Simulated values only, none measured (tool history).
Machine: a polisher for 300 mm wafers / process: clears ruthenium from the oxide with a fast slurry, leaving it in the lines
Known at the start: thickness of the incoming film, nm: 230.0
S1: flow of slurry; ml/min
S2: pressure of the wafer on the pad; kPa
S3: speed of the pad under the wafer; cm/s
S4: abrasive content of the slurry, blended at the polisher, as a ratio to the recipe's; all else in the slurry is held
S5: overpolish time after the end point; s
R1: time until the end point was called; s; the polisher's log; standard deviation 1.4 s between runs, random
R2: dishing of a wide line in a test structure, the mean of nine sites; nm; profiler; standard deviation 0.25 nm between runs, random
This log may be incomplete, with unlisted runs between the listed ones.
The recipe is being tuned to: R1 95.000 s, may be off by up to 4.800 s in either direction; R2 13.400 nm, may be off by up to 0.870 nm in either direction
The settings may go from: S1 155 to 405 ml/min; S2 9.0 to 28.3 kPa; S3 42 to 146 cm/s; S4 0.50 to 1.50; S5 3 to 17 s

run 1 hour=0.0 | S1=260 S2=18.6 S3=94 S4=1.00 S5=9 | R1=79.663 R2=23.654
run 2 hour=7.9 | S1=260 S2=18.6 S3=94 S4=0.85 S5=9 | R1=87.530 R2=21.846
run 3 hour=14.2 | S1=260 S2=14.5 S3=94 S4=0.85 S5=9 | R1=103.020 R2=18.138
run 4 hour=20.2 | S1=260 S2=10.3 S3=94 S4=0.85 S5=9 | R1=118.360 R2=16.104
run 5 hour=29.2 | S1=285 S2=10.3 S3=94 S4=0.85 S5=9 | R1=117.750 R2=16.228
-- hour=34.9 worn pad replaced by a new one
run 6 hour=34.9 | S1=285 S2=10.3 S3=94 S4=1.05 S5=9 | R1=94.603 R2=19.435
run 7 hour=43.7 | S1=285 S2=10.3 S3=94 S4=1.05 S5=8 | R1=94.421 R2=18.059
run 8 hour=46.9 | S1=285 S2=10.3 S3=94 S4=1.05 S5=8 | R1=92.484 R2=18.301
run 9 hour=49.2 | S1=280 S2=9.7 S3=94 S4=1.05 S5=7 | R1=97.740 R2=15.406

5 candidate next runs follow, results not yet known. Just one meets every target within its allowed miss. Identify it.
run A hour=51.5 | S1=215 S2=10.3 S3=88 S4=1.00 S5=6 | R1=? R2=?
run B hour=51.5 | S1=225 S2=11.0 S3=82 S4=1.05 S5=8 | R1=? R2=?
run C hour=51.5 | S1=205 S2=9.0 S3=76 S4=1.35 S5=6 | R1=? R2=?
run D hour=51.5 | S1=320 S2=11.0 S3=98 S4=0.90 S5=6 | R1=? R2=?
run E hour=51.5 | S1=255 S2=9.7 S3=88 S4=0.95 S5=7 | R1=? R2=?

move=A R1=105.850 R2=12.097
move=B R1=103.980 R2=16.252
move=C R1=107.660 R2=11.899
move=D R1=97.185 R2=13.142
move=E R1=109.830 R2=13.553
A: moves the result that the last run missed by most past its target, out the other side
B: further off than the last run
C: moves the result that the last run missed by most past its target, out the other side
D: all results in spec
E: meets the target for the result that was furthest off, but another lies outside its allowed miss
Answer: D
